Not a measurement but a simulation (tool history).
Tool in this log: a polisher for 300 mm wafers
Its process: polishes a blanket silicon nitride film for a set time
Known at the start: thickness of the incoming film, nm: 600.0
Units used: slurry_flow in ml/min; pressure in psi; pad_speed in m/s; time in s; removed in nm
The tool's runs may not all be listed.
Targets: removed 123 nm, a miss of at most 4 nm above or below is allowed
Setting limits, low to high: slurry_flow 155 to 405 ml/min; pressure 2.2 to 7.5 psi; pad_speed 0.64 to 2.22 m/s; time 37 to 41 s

run  hour  slurry_flow  pressure  pad_speed  time  removed
  1     0          260       4.8       1.42    41   151.24
  2   6.7          320       4.8       1.42    41   152.39
  3  11.9          320       5.6       1.42    41   180.61
  4  19.2          320       5.4       1.42    41   174.83
  5  28.2          320       4.8       1.42    41   152.12
  6  35.7          320       4.7       1.42    41   150.22
  7  37.6          320       4.6       1.42    41   147.49
  8  41.7          320       4.5       1.42    41   145.78
  9  44.3          320       4.4       1.42    41    139.9

Of the 4 settings listed for the next run, only one would bring every result within its allowed miss of target. Which one?
  A  46.9          300       4.3       1.26    37        ?
  B  46.9          290       4.8       1.12    37        ?
  C  46.9          340       4.5       1.16    38        ?
  D  46.9          320       4.4       1.34    38        ?

move  removed
   A   111.92
   B      113
   C    113.5
   D   124.09
A: carries the result that was furthest off beyond its target, to the other side
B: carries the result that was furthest off beyond its target, to the other side
C: carries the result that was furthest off beyond its target, to the other side
D: meets every target
D meets every target.
